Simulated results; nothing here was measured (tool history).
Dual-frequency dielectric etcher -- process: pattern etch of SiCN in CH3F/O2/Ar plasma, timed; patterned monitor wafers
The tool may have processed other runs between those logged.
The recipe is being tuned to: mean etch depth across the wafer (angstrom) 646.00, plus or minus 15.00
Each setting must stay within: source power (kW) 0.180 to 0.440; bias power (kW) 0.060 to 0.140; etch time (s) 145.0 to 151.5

run	hour	source power (kW)	bias power (kW)	etch time (s)	mean etch depth across the wafer (angstrom)
1	0.0	0.310	0.100	145.0	555.38
2	4.2	0.340	0.103	145.0	577.19
3	8.8	0.300	0.103	145.0	556.33
4	14.3	0.330	0.107	145.5	581.45
5	18.7	0.350	0.110	145.5	601.47
6	26.8	0.360	0.112	145.5	611.18
7	33.7	0.370	0.113	145.5	609.20
8	39.0	0.380	0.116	146.0	628.93

Of the 4 settings listed for the next run, only one would bring every result within its allowed miss of target. Which one?
A	44.3	0.370	0.112	145.0	?
B	44.3	0.390	0.109	145.0	?
C	44.3	0.360	0.111	145.5	?
D	44.3	0.360	0.133	145.0	?

move	mean etch depth across the wafer (angstrom)
A	607.83
B	610.55
C	602.96
D	646.52
A: its largest miss is bigger than the last run's
B: its largest miss is bigger than the last run's
C: its largest miss is bigger than the last run's
D: in spec on every target
The right move is D.

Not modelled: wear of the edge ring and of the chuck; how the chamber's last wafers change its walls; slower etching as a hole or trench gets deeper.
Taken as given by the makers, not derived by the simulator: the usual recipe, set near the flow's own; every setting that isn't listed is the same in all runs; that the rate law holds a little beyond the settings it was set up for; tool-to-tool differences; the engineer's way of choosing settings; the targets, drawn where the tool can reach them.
